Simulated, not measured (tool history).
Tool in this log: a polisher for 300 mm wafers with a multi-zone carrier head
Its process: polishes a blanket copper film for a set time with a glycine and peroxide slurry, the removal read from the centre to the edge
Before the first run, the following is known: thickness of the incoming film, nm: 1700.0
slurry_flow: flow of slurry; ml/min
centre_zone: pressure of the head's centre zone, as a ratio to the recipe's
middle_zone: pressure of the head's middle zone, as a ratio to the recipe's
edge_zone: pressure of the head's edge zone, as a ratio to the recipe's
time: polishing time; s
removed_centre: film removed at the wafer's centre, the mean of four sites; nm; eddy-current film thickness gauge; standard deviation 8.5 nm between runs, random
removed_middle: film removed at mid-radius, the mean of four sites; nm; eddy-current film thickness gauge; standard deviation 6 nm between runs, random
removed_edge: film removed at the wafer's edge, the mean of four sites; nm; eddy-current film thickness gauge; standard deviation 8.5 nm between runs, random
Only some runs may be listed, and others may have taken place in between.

Run 1, hour 0.0: slurry_flow 240 ml/min, centre_zone 1.00, middle_zone 1.00, edge_zone 1.00, time 81 s. Result: removed_centre 677.32 nm, removed_middle 665.41 nm, removed_edge 651.51 nm.
Run 2, hour 5.1: slurry_flow 240 ml/min, centre_zone 1.00, middle_zone 1.00, edge_zone 1.05, time 81 s. Result: removed_centre 672.89 nm, removed_middle 657.61 nm, removed_edge 671.07 nm.
Run 3, hour 8.2: slurry_flow 240 ml/min, centre_zone 0.92, middle_zone 1.00, edge_zone 1.05, time 81 s. Result: removed_centre 623.22 nm, removed_middle 657.43 nm, removed_edge 675.32 nm.
Run 4, hour 12.9: slurry_flow 250 ml/min, centre_zone 0.94, middle_zone 1.00, edge_zone 1.09, time 87 s. Result: removed_centre 684.30 nm, removed_middle 703.17 nm, removed_edge 738.71 nm.
Run 5, hour 20.7: slurry_flow 250 ml/min, centre_zone 0.94, middle_zone 1.00, edge_zone 1.09, time 78 s. Result: removed_centre 608.53 nm, removed_middle 634.91 nm, removed_edge 651.06 nm.
Run 6, hour 27.9: slurry_flow 285 ml/min, centre_zone 0.94, middle_zone 1.00, edge_zone 1.09, time 78 s. Result: removed_centre 632.57 nm, removed_middle 649.21 nm, removed_edge 666.37 nm.
Run 7, hour 30.5: slurry_flow 285 ml/min, centre_zone 0.94, middle_zone 1.00, edge_zone 1.09, time 78 s. Result: removed_centre 624.46 nm, removed_middle 643.83 nm, removed_edge 671.14 nm.

Expected results for the next run?
Run 8, hour 31.3: slurry_flow 300 ml/min, centre_zone 0.95, middle_zone 1.01, edge_zone 1.11, time 84 s. Result: removed_centre ?, removed_middle ?, removed_edge ?.

Run 8 gave removed_centre 691.79 nm, removed_middle 711.73 nm, removed_edge 725.57 nm.

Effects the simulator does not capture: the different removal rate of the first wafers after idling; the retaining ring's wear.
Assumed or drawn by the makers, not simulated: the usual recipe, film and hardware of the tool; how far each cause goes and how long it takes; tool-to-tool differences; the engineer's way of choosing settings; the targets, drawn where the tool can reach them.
